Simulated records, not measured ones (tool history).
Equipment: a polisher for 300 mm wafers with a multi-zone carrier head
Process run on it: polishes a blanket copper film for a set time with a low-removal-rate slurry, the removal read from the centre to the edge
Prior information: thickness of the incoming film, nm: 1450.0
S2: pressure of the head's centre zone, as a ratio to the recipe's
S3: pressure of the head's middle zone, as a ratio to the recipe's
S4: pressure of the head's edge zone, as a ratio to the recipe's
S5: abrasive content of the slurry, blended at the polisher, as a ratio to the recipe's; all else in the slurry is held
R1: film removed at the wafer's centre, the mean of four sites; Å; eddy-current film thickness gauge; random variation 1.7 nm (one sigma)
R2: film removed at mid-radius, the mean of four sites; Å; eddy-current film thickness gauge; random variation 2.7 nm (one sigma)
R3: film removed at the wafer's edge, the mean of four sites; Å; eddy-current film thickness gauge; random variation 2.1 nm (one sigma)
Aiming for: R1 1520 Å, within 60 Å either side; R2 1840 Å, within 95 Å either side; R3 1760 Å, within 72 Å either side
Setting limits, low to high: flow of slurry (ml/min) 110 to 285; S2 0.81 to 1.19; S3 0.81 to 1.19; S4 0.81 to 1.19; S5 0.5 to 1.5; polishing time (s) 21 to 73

Run 1, hour 0: flow of slurry (ml/min) 180, S2 1, S3 1, S4 1, S5 1, polishing time (s) 47. Result: R1 1455.3 Å, R2 1436.5 Å, R3 1451.7 Å.
Run 2, hour 2.4: flow of slurry (ml/min) 180, S2 1, S3 1, S4 1, S5 1, polishing time (s) 57. Result: R1 1756.5 Å, R2 1759.2 Å, R3 1778.8 Å.
Run 3, hour 2.9: flow of slurry (ml/min) 175, S2 0.97, S3 1.02, S4 1, S5 1, polishing time (s) 57. Result: R1 1678.1 Å, R2 1802.8 Å, R3 1716.5 Å.
Run 4, hour 9.5: flow of slurry (ml/min) 175, S2 0.97, S3 1.07, S4 1, S5 1, polishing time (s) 57. Result: R1 1666.6 Å, R2 1811.9 Å, R3 1782.8 Å.
Run 5, hour 14.3: flow of slurry (ml/min) 175, S2 0.97, S3 1.01, S4 1, S5 1, polishing time (s) 57. Result: R1 1705.5 Å, R2 1744.9 Å, R3 1753.1 Å.
Run 6, hour 22.1: flow of slurry (ml/min) 175, S2 0.97, S3 1.09, S4 1, S5 1, polishing time (s) 57. Result: R1 1701.4 Å, R2 1880.4 Å, R3 1769 Å.
Run 7, hour 27.8: flow of slurry (ml/min) 165, S2 0.95, S3 1.09, S4 1.01, S5 1, polishing time (s) 57. Result: R1 1626.8 Å, R2 1904 Å, R3 1718.9 Å.
Run 8, hour 32.5: flow of slurry (ml/min) 175, S2 0.93, S3 1.07, S4 1.03, S5 1, polishing time (s) 57. Result: R1 1624.7 Å, R2 1866.5 Å, R3 1745.6 Å.
Run 9, hour 37: flow of slurry (ml/min) 175, S2 0.91, S3 1.06, S4 1.06, S5 1, polishing time (s) 57. Result: R1 1598.9 Å, R2 1848.5 Å, R3 1809 Å.

Which one of the following 4 next-run settings gets every result inside its allowed miss? There is exactly one.
Run A, hour 41.5: flow of slurry (ml/min) 170, S2 0.9, S3 1.1, S4 1.07, S5 1.1, polishing time (s) 54. Result: R1 ?, R2 ?, R3 ?.
Run B, hour 41.5: flow of slurry (ml/min) 155, S2 0.97, S3 1.04, S4 0.99, S5 0.95, polishing time (s) 58. Result: R1 ?, R2 ?, R3 ?.
Run C, hour 41.5: flow of slurry (ml/min) 175, S2 0.84, S3 1.04, S4 1.1, S5 1.05, polishing time (s) 59. Result: R1 ?, R2 ?, R3 ?.
Run D, hour 41.5: flow of slurry (ml/min) 205, S2 0.87, S3 1.01, S4 1.19, S5 1.1, polishing time (s) 56. Result: R1 ?, R2 ?, R3 ?.

move      R1      R2      R3
   A  1532.7  1838.9  1741.2
   B  1678.6  1783.4  1713.4
   C  1548.6  1899.3  1911.8
   D  1578.5  1818.1  1944.3
A: all results in spec
B: misses by more than the last run did
C: puts the biggest miss on target and leaves a different result outside tolerance
D: puts the biggest miss on target and leaves a different result outside tolerance
Go with A: it meets all targets.
